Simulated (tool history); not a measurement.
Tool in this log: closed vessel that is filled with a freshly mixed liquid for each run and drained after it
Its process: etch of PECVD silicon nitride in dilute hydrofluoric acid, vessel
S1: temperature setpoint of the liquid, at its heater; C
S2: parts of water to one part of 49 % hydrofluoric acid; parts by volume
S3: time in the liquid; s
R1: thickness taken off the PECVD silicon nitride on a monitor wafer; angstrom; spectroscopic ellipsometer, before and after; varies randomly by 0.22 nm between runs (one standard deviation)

| run | day | S1 | S2 | S3 | R1 |
|---|---|---|---|---|---|
| 1 | 0 | 22 | 55 | 845 | 471.15 |
| 2 | 0.108 | 22 | 55 | 845 | 479.18 |
| 3 | 0.154 | 21.5 | 55 | 845 | 465.96 |
| 4 | 0.208 | 21.5 | 75 | 845 | 341.97 |
| 5 | 0.546 | 22 | 75 | 845 | 350.6 |
| 6 | 0.612 | 22 | 75 | 910 | 381.34 |
| 7 | 0.912 | 22.5 | 75 | 910 | 392.22 |
| 8 | 1.158 | 23 | 75 | 910 | 402.9 |

Estimate the outcome of run 9 from the log above:
| 9 | 1.538 | 25 | 75 | 910 | ? |

R1: 463.19 angstrom

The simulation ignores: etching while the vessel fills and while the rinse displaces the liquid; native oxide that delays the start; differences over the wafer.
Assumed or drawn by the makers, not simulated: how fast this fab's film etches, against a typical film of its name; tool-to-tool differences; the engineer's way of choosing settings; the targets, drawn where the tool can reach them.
